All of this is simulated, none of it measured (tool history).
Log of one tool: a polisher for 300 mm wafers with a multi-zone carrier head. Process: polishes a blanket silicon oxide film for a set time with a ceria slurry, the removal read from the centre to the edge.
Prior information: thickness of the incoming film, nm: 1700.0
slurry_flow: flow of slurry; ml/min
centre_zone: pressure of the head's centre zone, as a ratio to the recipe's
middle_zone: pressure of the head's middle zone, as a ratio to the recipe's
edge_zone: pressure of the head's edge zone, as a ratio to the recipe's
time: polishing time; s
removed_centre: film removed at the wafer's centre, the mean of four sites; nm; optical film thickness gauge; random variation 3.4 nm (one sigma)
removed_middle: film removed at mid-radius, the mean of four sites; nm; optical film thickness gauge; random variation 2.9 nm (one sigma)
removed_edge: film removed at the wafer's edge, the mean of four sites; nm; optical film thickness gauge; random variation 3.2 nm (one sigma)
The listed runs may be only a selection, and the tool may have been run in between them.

run	hour	slurry_flow	centre_zone	middle_zone	edge_zone	time	removed_centre	removed_middle	removed_edge
1	0.0	310	1.00	1.00	1.00	62	287.29	285.46	294.29
2	2.1	310	1.00	1.00	1.06	62	281.99	293.08	305.78
3	10.0	310	0.99	0.97	1.04	61	268.76	274.74	300.28
4	13.0	310	0.96	0.97	1.04	61	268.87	283.01	294.39
# hour 17.6: worn pad replaced by a new one
5	17.6	310	0.97	0.95	1.03	60	290.32	285.72	327.84
6	21.1	305	0.99	0.95	1.03	57	284.30	280.99	305.34

Expected results for the next run?
7	27.6	335	1.01	0.85	1.06	43	?	?	?

Run 7 yielded removed_centre 214.43 nm, removed_middle 188.79 nm, removed_edge 230.20 nm.

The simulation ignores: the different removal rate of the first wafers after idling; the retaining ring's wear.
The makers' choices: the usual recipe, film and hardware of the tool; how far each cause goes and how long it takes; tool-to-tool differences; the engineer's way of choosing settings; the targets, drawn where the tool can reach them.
